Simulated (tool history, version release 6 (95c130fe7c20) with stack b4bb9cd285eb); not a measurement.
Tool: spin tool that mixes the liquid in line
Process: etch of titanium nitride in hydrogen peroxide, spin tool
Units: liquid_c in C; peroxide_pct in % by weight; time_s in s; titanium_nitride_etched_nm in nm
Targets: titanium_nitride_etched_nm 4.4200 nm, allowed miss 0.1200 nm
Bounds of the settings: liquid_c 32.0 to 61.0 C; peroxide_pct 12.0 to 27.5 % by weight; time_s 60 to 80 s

run,hour,liquid_c,peroxide_pct,time_s,titanium_nitride_etched_nm
1,0.0,45.0,18.5,80,2.2209
2,7.0,38.5,18.5,80,1.3314
3,12.6,38.5,18.5,80,1.3317
4,18.0,42.0,18.5,80,1.7379
5,23.0,36.0,18.5,80,1.1053
6,27.7,36.0,15.5,80,1.0546
7,28.4,40.5,15.5,80,1.5051
8,32.5,44.0,15.5,80,1.9598
# hour 38.1: new drum of peroxide connected
9,38.1,52.0,16.0,80,3.5807
10,41.3,52.5,16.0,80,3.7531

5 next moves are on the table. One of them brings every result within its allowed miss. Which?
A,44.5,51.5,17.5,80,?
B,44.5,48.5,18.0,80,?
C,44.5,52.5,14.5,70,?
D,44.5,55.5,12.5,80,?
E,44.5,49.5,17.5,80,?

move,titanium_nitride_etched_nm
A,3.5333
B,2.8620
C,3.1910
D,4.3676
E,3.0594
A: further off than the last run
B: further off than the last run
C: further off than the last run
D: meets every target
E: further off than the last run
Answer: D
